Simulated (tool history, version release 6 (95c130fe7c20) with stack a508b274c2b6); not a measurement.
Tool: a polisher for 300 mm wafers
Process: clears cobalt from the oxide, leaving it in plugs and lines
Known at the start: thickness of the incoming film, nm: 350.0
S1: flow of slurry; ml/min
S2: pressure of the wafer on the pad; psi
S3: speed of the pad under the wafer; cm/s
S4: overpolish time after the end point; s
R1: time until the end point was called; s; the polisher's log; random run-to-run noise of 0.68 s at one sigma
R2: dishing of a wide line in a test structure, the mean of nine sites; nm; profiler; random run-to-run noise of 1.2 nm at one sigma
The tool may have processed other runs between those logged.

| run | hour | S1 | S2 | S3 | S4 | R1 | R2 |
|---|---|---|---|---|---|---|---|
| 1 | 0 | 310 | 2.1 | 94 | 13 | 83.147 | 41.579 |
| 2 | 6 | 310 | 2.1 | 114 | 13 | 73.46 | 43.91 |
| 3 | 12.6 | 310 | 2.1 | 128 | 13 | 66.743 | 45.726 |
| 4 | 17.4 | 275 | 2.1 | 128 | 13 | 67.418 | 47.436 |
| 5 | 24.2 | 275 | 2.1 | 106 | 13 | 77.538 | 44.097 |
| 6 | 26.6 | 275 | 2.1 | 106 | 10 | 77.751 | 36.849 |
| 7 | 35.6 | 275 | 2.2 | 106 | 11 | 75.61 | 40.175 |
| 8 | 42.5 | 275 | 2.3 | 106 | 11 | 70.815 | 42.313 |

Run 9 is up next; what results do you expect?
| 9 | 47.6 | 275 | 2.4 | 106 | 11 | ? | ? |

R1: 68.405 s
R2: 42.157 nm

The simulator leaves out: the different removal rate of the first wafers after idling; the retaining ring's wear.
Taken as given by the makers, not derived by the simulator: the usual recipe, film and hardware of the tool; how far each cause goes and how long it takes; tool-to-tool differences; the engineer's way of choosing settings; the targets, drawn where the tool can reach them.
